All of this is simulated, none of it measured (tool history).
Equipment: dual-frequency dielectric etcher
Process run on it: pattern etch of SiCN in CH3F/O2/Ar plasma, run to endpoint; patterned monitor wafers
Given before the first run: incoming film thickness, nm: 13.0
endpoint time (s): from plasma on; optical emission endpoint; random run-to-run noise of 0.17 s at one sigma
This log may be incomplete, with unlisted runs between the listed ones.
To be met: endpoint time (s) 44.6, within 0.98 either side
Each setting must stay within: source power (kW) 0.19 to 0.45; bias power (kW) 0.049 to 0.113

run	hour	source power (kW)	bias power (kW)	endpoint time (s)
1	0	0.32	0.081	39.553
2	5.3	0.32	0.075	40.622
3	8.8	0.3	0.074	41.727
4	11.3	0.3	0.088	39.96
5	16.6	0.24	0.088	43.082
6	21.9	0.27	0.088	41.13
7	25.5	0.26	0.087	41.754
8	30.4	0.25	0.086	42.534
9	33.6	0.24	0.085	43.71
10	36.5	0.24	0.085	43.245

Which one of the following 4 next-run settings gets every result inside its allowed miss? There is exactly one.
A	39.4	0.23	0.083	?
B	39.4	0.26	0.099	?
C	39.4	0.28	0.083	?
D	39.4	0.25	0.087	?

move	endpoint time (s)
A	44.55
B	40.492
C	41.607
D	42.687
A: hits every target within its allowed miss
B: its largest miss is bigger than the last run's
C: its largest miss is bigger than the last run's
D: its largest miss is bigger than the last run's
Correct choice: A, which meets every target
